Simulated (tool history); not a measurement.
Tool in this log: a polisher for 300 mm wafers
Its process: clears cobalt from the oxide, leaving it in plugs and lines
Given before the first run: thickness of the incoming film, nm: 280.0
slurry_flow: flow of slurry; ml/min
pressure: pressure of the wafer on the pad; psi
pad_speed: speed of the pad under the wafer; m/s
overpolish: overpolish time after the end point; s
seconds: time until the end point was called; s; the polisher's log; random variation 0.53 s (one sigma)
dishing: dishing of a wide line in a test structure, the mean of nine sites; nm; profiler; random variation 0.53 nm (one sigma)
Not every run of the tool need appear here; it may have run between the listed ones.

run    day  slurry_flow  pressure  pad_speed  overpolish  seconds  dishing
  1  0.000          270       1.8       0.94          23   50.702   51.779
  2  0.046          265       1.9       0.94          18   46.938   50.385
  3  0.229          265       1.9       1.04          18   45.441   50.462
  4  0.358          265       1.9       1.12          18   42.910   51.715
  5  0.658          265       1.9       1.12          14   42.008   48.007
  6  0.742          310       1.8       1.22          12   40.376   44.627
  7  1.100          345       1.7       1.30          11   40.084   43.368
  8  1.200          420       1.6       1.46           7   37.905   34.450
  9  1.304          415       1.6       1.46           7   38.185   34.211

What does the tool deliver on the next run?
 10  1.671          410       1.6       1.46           7        ?        ?

{"run 10": {"seconds": 38.198, "dishing": 34.492}}

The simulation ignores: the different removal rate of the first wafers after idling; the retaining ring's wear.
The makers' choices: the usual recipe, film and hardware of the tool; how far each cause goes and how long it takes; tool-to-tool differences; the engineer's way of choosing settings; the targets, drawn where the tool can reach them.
